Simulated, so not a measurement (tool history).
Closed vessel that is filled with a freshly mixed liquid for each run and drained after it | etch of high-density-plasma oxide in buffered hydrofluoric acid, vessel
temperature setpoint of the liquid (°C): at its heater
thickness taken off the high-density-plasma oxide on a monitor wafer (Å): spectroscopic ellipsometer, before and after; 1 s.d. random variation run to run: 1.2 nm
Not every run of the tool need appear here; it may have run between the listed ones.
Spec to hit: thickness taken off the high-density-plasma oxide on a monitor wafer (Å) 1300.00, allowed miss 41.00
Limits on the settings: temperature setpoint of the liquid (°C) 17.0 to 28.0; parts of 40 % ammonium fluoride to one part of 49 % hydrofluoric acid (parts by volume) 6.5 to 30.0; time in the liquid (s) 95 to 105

run  hour  temperature setpoint of the liquid (°C)  parts of 40 % ammonium fluoride to one part of 49 % hydrofluoric acid (parts by volume)  time in the liquid (s)  thickness taken off the high-density-plasma oxide on a monitor wafer (Å)
  1   0.0                                     20.0                                                                                     19.5                      95                                                                    568.93
  2   2.2                                     20.0                                                                                     19.5                     105                                                                    632.47
  3   3.2                                     21.5                                                                                     18.0                     105                                                                    738.96
  4  11.3                                     21.5                                                                                     13.0                     105                                                                   1042.30
  5  17.7                                     21.5                                                                                     13.0                      95                                                                    930.05
  6  22.4                                     21.5                                                                                     13.0                     105                                                                   1034.50
  7  30.6                                     22.5                                                                                     13.0                     105                                                                   1090.60
  8  38.9                                     23.0                                                                                     13.0                     105                                                                   1126.70

Which one of the following 5 next-run settings gets every result inside its allowed miss? There is exactly one.
  A  47.2                                     22.5                                                                                     10.5                      95                                                                         ?
  B  47.2                                     26.5                                                                                     13.5                     105                                                                         ?
  C  47.2                                     23.5                                                                                      9.5                     100                                                                         ?
  D  47.2                                     23.5                                                                                     10.5                     105                                                                         ?
  E  47.2                                     23.5                                                                                     14.0                     100                                                                         ?

move  thickness taken off the high-density-plasma oxide on a monitor wafer (Å)
   A                                                                   1199.90
   B                                                                   1289.60
   C                                                                   1445.10
   D                                                                   1401.00
   E                                                                   1007.20
A: an improvement on the last run, though not all results are within tolerance
B: meets every target
C: takes the biggest miss from the last run beyond its target
D: takes the biggest miss from the last run beyond its target
E: misses by more than the last run did
Correct choice: B, which meets every target
